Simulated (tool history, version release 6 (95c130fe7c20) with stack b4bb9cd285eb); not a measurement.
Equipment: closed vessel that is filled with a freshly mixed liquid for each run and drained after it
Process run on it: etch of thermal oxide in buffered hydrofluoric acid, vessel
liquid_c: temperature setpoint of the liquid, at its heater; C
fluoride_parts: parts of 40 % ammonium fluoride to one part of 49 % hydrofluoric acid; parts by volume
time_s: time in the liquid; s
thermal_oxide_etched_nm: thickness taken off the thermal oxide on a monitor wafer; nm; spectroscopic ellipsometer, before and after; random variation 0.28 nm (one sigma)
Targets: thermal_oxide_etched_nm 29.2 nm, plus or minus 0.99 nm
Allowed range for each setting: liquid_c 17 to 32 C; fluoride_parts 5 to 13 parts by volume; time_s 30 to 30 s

run  hour  liquid_c  fluoride_parts  time_s  thermal_oxide_etched_nm
  1     0        25               8      30                   46.124
  2   4.4        25               9      30                   42.351
  3     7        25               9      30                   42.064
  4   9.1        25               9      30                   42.321
  5  13.8        25               9      30                   41.543
  6  20.8        25               9      30                   42.094
     21.8  -- hydrofluoric acid flow meter replaced
  7  21.8        21               9      30                   36.369
  8  23.3      20.5               9      30                    35.55
  9  32.1        20               9      30                   33.845
 10  36.4      19.5               9      30                   33.657
 11  45.1        19               9      30                   32.295
 12  45.6      18.5               9      30                   31.145
 13  47.4        18               9      30                   30.287

Of the 4 settings listed for the next run, only one would bring every result within its allowed miss of target. Which one?
  A  49.2        18             9.5      30                        ?
  B  49.2      18.5               9      30                        ?
  C  49.2      19.5              10      30                        ?
  D  49.2      17.5             8.5      30                        ?

move  thermal_oxide_etched_nm
   A                   29.888
   B                   31.811
   C                   31.493
   D                   31.983
A: all results land within tolerance of their targets
B: the biggest miss grows against the last run
C: the biggest miss grows against the last run
D: the biggest miss grows against the last run
So the answer is move A, the one that meets all the targets.
